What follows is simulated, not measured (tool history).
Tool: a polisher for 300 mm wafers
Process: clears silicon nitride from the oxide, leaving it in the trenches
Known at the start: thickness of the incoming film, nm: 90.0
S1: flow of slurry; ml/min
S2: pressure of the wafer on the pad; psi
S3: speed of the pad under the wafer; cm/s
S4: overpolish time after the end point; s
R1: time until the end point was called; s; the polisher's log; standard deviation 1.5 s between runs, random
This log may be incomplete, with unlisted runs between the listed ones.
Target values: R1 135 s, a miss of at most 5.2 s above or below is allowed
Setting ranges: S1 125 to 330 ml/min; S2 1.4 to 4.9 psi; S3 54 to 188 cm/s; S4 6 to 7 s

run  hour   S1   S2   S3  S4      R1
  1     0  210  3.1  120   7  67.535
  2   3.9  210  3.1  120   7   66.99
  3   8.2  210  2.6  114   7  80.916
  4  12.9  205  2.2  108   7  100.54
  5  18.6  205  2.6  108   7  85.543
  6  19.4  205  2.2  106   7  100.05
  7  23.5  205  1.9  104   7   116.8
  8  28.7  205  1.8  104   7  123.76

Below are 4 possible settings for the next run. Only one of them brings all results inside the allowed miss of their targets. Which is it?
  A  33.9  190  2.1   72   6   ?
  B  33.9  190  1.8   80   7   ?
  C  33.9  215  1.6   92   6   ?
  D  33.9  210  1.7  116   7   ?

move      R1
   A  135.71
   B  147.83
   C  149.63
   D  121.71
A: every result within its allowed miss
B: carries the result that was furthest off beyond its target, to the other side
C: carries the result that was furthest off beyond its target, to the other side
D: the biggest miss grows against the last run
Correct choice: A, which meets every target
